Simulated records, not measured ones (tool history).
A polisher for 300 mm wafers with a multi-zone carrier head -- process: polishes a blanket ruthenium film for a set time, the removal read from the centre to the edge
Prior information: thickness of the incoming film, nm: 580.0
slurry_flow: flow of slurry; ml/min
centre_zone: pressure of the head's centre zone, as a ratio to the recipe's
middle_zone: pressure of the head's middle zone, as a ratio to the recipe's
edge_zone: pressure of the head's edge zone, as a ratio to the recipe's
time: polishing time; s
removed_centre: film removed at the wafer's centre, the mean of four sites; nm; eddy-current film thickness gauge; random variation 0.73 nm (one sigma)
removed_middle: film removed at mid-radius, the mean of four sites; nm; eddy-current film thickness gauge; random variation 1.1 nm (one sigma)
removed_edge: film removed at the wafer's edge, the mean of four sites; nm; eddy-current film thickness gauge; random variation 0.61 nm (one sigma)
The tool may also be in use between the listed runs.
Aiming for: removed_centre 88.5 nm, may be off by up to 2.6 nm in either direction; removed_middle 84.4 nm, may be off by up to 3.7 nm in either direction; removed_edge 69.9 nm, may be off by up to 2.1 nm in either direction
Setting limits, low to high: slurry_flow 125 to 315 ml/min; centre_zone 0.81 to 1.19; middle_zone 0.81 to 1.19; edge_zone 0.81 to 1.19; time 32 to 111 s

| run | day | slurry_flow | centre_zone | middle_zone | edge_zone | time | removed_centre | removed_middle | removed_edge |
|---|---|---|---|---|---|---|---|---|---|
| 1 | 0 | 205 | 1 | 1 | 1 | 71 | 99.786 | 95.669 | 100.7 |
| 2 | 0.088 | 205 | 1.01 | 1.02 | 0.98 | 69 | 96.347 | 98.196 | 96.018 |
| 3 | 0.292 | 205 | 1.03 | 1.02 | 0.96 | 67 | 95.231 | 92.321 | 91.776 |
| 4 | 0.488 | 205 | 1.04 | 1.03 | 0.94 | 66 | 96.288 | 93.696 | 89.66 |
| 5 | 0.55 | 205 | 1.05 | 1.03 | 0.92 | 65 | 95.478 | 89.468 | 88.379 |
| 6 | 0.746 | 205 | 1.05 | 1.03 | 0.92 | 71 | 104.89 | 101.25 | 98.312 |
| 7 | 0.842 | 210 | 1.06 | 1.04 | 0.91 | 69 | 103.67 | 98.142 | 92.235 |
| 8 | 1.021 | 215 | 1.06 | 1.05 | 0.9 | 67 | 101.34 | 97.953 | 90.68 |
| 9 | 1.062 | 215 | 1.07 | 1.06 | 0.89 | 65 | 96.813 | 95.469 | 87.863 |
| 10 | 1.15 | 215 | 1.08 | 1.07 | 0.88 | 63 | 96.818 | 94.608 | 84.52 |
| 11 | 1.371 | 185 | 1.12 | 1.1 | 0.81 | 52 | 79.523 | 78.196 | 64.939 |
| 12 | 1.738 | 190 | 1.12 | 1.1 | 0.81 | 52 | 80.599 | 74.081 | 64.747 |
| 13 | 1.875 | 195 | 1.12 | 1.11 | 0.81 | 52 | 81.033 | 78.161 | 66.001 |
| 14 | 2.079 | 200 | 1.12 | 1.11 | 0.81 | 52 | 80.171 | 77.791 | 65.979 |
| 15 | 2.254 | 240 | 1.19 | 1.17 | 0.87 | 54 | 94.709 | 88.212 | 72.986 |
| 16 | 2.35 | 235 | 1.19 | 1.17 | 0.87 | 54 | 91.507 | 86.229 | 72.297 |
| 17 | 2.371 | 225 | 1.19 | 1.17 | 0.86 | 54 | 91.221 | 85.922 | 71.899 |

Below are 4 possible settings for the next run. Only one of them brings all results inside the allowed miss of their targets. Which is it?
| A | 2.392 | 240 | 1.13 | 1.19 | 0.94 | 53 | ? | ? | ? |
| B | 2.392 | 195 | 1.16 | 1.14 | 1.01 | 54 | ? | ? | ? |
| C | 2.392 | 260 | 1.17 | 1.14 | 0.83 | 54 | ? | ? | ? |
| D | 2.392 | 265 | 1.15 | 1.15 | 0.85 | 51 | ? | ? | ? |

| move | removed_centre | removed_middle | removed_edge |
|---|---|---|---|
| A | 87.722 | 85.606 | 75.16 |
| B | 87.071 | 80.254 | 76.74 |
| C | 94.111 | 85.316 | 73.209 |
| D | 87.693 | 81.466 | 70.041 |
A: brings the result that was furthest off to its target, and leaves another outside
B: brings the result that was furthest off to its target, and leaves another outside
C: the biggest miss grows against the last run
D: every result within its allowed miss
Correct choice: D, which meets every target
